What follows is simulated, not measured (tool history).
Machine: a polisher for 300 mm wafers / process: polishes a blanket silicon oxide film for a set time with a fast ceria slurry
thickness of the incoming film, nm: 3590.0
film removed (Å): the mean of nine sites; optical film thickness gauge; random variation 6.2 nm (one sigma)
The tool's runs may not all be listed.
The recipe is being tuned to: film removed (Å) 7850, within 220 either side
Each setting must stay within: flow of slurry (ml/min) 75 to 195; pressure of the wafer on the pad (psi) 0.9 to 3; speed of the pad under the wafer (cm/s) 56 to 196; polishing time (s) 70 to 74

run  hour  flow of slurry (ml/min)  pressure of the wafer on the pad (psi)  speed of the pad under the wafer (cm/s)  polishing time (s)  film removed (Å)
  1     0                      125                                     1.9                                      126                  70            9998.8
  2   1.7                      125                                     1.9                                      126                  70            9949.6
  3   4.8                      155                                     1.9                                      126                  70             10461
  4   8.6                      170                                     1.9                                      126                  70             10795
  5  16.6                      170                                     1.9                                      126                  70             10764
     23.8  -- slurry nozzle cleaned
  6  23.8                      170                                     1.6                                      126                  70             10346
  7  29.8                      150                                     1.4                                      126                  70            9436.6
  8  32.5                      135                                     1.3                                      126                  70            8843.7

Consider the 5 candidate settings below. Which is the only one whose results all fall within their allowed miss of target?
  A  35.2                      130                                     1.4                                      106                  70                 ?
  B  35.2                      125                                     1.2                                      112                  70                 ?
  C  35.2                      125                                     1.5                                       96                  70                 ?
  D  35.2                      140                                     1.4                                      108                  74                 ?
  E  35.2                      185                                     1.4                                      126                  74                 ?

move  film removed (Å)
   A            7773.5
   B            7489.7
   C            7292.7
   D            8492.5
   E             10308
A: each result inside its tolerance
B: the result that was furthest off in the last run now lies on the other side of its target
C: the result that was furthest off in the last run now lies on the other side of its target
D: gains on the last run, yet a result remains outside its allowed miss
E: lands further from the targets than the last run did
The right move is A.
